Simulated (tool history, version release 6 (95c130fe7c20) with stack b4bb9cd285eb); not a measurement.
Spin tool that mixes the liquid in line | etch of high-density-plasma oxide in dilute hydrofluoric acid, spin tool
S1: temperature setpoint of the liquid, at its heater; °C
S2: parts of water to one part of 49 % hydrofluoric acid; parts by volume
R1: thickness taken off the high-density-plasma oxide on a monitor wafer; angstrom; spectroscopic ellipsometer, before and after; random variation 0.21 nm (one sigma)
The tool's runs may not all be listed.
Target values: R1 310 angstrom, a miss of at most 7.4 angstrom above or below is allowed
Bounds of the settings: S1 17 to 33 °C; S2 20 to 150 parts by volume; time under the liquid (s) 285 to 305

{"run": 1, "hour": 0.0, "S1": 25, "S2": 85, "time under the liquid (s)": 285, "R1": 187.26}
{"run": 2, "hour": 5.1, "S1": 25, "S2": 85, "time under the liquid (s)": 285, "R1": 190.39}
{"run": 3, "hour": 7.1, "S1": 22, "S2": 85, "time under the liquid (s)": 285, "R1": 167.96}
{"run": 4, "hour": 13.3, "S1": 22, "S2": 65, "time under the liquid (s)": 285, "R1": 224.69}
{"run": 5, "hour": 21.1, "S1": 23.5, "S2": 65, "time under the liquid (s)": 285, "R1": 239.56}
{"run": 6, "hour": 26.3, "S1": 23.5, "S2": 65, "time under the liquid (s)": 285, "R1": 240.63}
{"run": 7, "hour": 27.5, "S1": 24.5, "S2": 65, "time under the liquid (s)": 285, "R1": 248.09}
{"run": 8, "hour": 34.3, "S1": 25.5, "S2": 65, "time under the liquid (s)": 285, "R1": 257.52}
{"run": 9, "hour": 38.1, "S1": 26.5, "S2": 65, "time under the liquid (s)": 285, "R1": 269.67}
{"run": 10, "hour": 45.7, "S1": 27, "S2": 65, "time under the liquid (s)": 285, "R1": 278.73}
{"run": 11, "hour": 51.1, "S1": 27.5, "S2": 65, "time under the liquid (s)": 285, "R1": 281.92}
{"run": 12, "hour": 53.6, "S1": 28, "S2": 65, "time under the liquid (s)": 285, "R1": 286.33}

Which of these 5 next moves meets every target?
{"run": "A", "hour": 56.1, "S1": 26.5, "S2": 60, "time under the liquid (s)": 285, "R1": "?"}
{"run": "B", "hour": 56.1, "S1": 26.5, "S2": 65, "time under the liquid (s)": 285, "R1": "?"}
{"run": "C", "hour": 56.1, "S1": 26, "S2": 65, "time under the liquid (s)": 285, "R1": "?"}
{"run": "D", "hour": 56.1, "S1": 27, "S2": 60, "time under the liquid (s)": 295, "R1": "?"}
{"run": "E", "hour": 56.1, "S1": 24.5, "S2": 60, "time under the liquid (s)": 305, "R1": "?"}

move=A R1=292.63
move=B R1=268.26
move=C R1=262.96
move=D R1=309.01
move=E R1=288.9
A: nearer the targets than the last run, but a result is still out of spec
B: misses by more than the last run did
C: misses by more than the last run did
D: all results land within tolerance of their targets
E: nearer the targets than the last run, but a result is still out of spec
So the answer is move D, the one that meets all the targets.
